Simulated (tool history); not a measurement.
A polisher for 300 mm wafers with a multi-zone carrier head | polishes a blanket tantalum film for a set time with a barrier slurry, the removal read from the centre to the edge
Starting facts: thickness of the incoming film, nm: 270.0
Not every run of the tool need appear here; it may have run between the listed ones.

run  hour  flow of slurry (ml/min)  pressure of the head's centre zone  pressure of the head's middle zone  pressure of the head's edge zone  abrasive content of the slurry  polishing time (s)  film removed at the wafer's centre (nm)  film removed at mid-radius (nm)  film removed at the wafer's edge (nm)
  1   0.0                      190                                1.00                                1.00                              1.00                             1.0                  46                                   87.076                           88.898                                 84.002
  2   7.0                      190                                1.00                                1.00                              1.08                             1.0                  46                                   86.345                           88.675                                 88.085
  3  10.7                      225                                1.00                                1.00                              1.08                             1.0                  46                                   87.904                           89.610                                 88.365
  4  17.8                      225                                1.00                                1.00                              1.08                             1.0                  54                                  103.680                          105.380                                104.330
  5  26.0                      245                                1.00                                1.00                              1.08                             1.0                  54                                  105.200                          106.730                                105.490
  6  32.8                      245                                1.00                                0.96                              1.08                             1.0                  54                                  103.920                          105.300                                104.190
  7  36.7                      245                                0.99                                0.96                              1.07                             1.0                  54                                  105.290                          105.180                                103.550
  8  40.8                      245                                0.99                                0.96                              1.07                             1.0                  54                                  105.270                          105.670                                105.800
  9  42.1                      245                                0.99                                0.97                              1.06                             1.0                  54                                  104.370                          105.640                                104.040
 10  45.5                      245                                0.99                                0.97                              1.05                             1.0                  54                                  105.520                          102.970                                103.610
 11  50.3                      240                                0.99                                0.99                              1.05                             1.0                  54                                  103.040                          105.640                                104.170
 12  52.4                      240                                0.99                                1.00                              1.03                             1.0                  54                                  104.510                          106.580                                102.740
 13  59.6                      240                                0.99                                1.00                              1.02                             1.0                  54                                  102.170                          105.520                                101.490

Forecast run 14:
 14  61.8                      240                                0.99                                1.00                              1.01                             1.0                  54                                        ?                                ?                                      ?

Run 14 produced film removed at the wafer's centre (nm) 103.770, film removed at mid-radius (nm) 106.870, film removed at the wafer's edge (nm) 103.680.
